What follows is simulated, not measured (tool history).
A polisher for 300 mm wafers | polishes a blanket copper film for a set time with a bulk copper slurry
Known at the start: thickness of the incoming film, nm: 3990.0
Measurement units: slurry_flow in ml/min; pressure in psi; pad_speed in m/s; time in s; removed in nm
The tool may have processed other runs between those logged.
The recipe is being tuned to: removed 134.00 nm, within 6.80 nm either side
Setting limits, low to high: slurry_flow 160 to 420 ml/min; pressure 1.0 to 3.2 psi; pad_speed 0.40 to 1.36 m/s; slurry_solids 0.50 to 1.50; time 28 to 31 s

| run | hour | slurry_flow | pressure | pad_speed | slurry_solids | time | removed |
|---|---|---|---|---|---|---|---|
| 1 | 0.0 | 270 | 2.1 | 0.88 | 1.00 | 31 | 193.46 |
| 2 | 0.7 | 270 | 2.1 | 0.88 | 1.00 | 28 | 175.73 |
| 3 | 9.5 | 205 | 2.1 | 0.88 | 1.00 | 28 | 165.87 |
| 4 | 13.2 | 205 | 2.1 | 0.88 | 1.00 | 31 | 183.05 |
| 5 | 16.9 | 205 | 2.1 | 0.88 | 1.00 | 28 | 168.81 |
| 6 | 22.2 | 260 | 2.1 | 0.88 | 1.00 | 28 | 169.58 |
| 7 | 26.5 | 260 | 2.0 | 0.88 | 1.00 | 28 | 160.98 |
| 8 | 29.0 | 260 | 1.9 | 0.88 | 1.00 | 28 | 160.31 |
| 9 | 37.9 | 260 | 1.8 | 0.88 | 1.00 | 28 | 148.47 |

Which single option among these 5 for the next run brings every result within its allowed miss of target? Just one does.
| A | 46.8 | 260 | 1.7 | 1.00 | 0.85 | 31 | ? |
| B | 46.8 | 295 | 1.6 | 0.84 | 0.95 | 30 | ? |
| C | 46.8 | 275 | 1.9 | 0.84 | 1.05 | 28 | ? |
| D | 46.8 | 285 | 2.0 | 0.80 | 0.95 | 28 | ? |
| E | 46.8 | 240 | 2.0 | 0.88 | 1.05 | 28 | ? |

| move | removed |
|---|---|
| A | 161.01 |
| B | 134.99 |
| C | 152.33 |
| D | 150.25 |
| E | 163.45 |
A: its largest miss is bigger than the last run's
B: every result lands within tolerance
C: its largest miss is bigger than the last run's
D: its largest miss is bigger than the last run's
E: its largest miss is bigger than the last run's
Move B is the one to make.
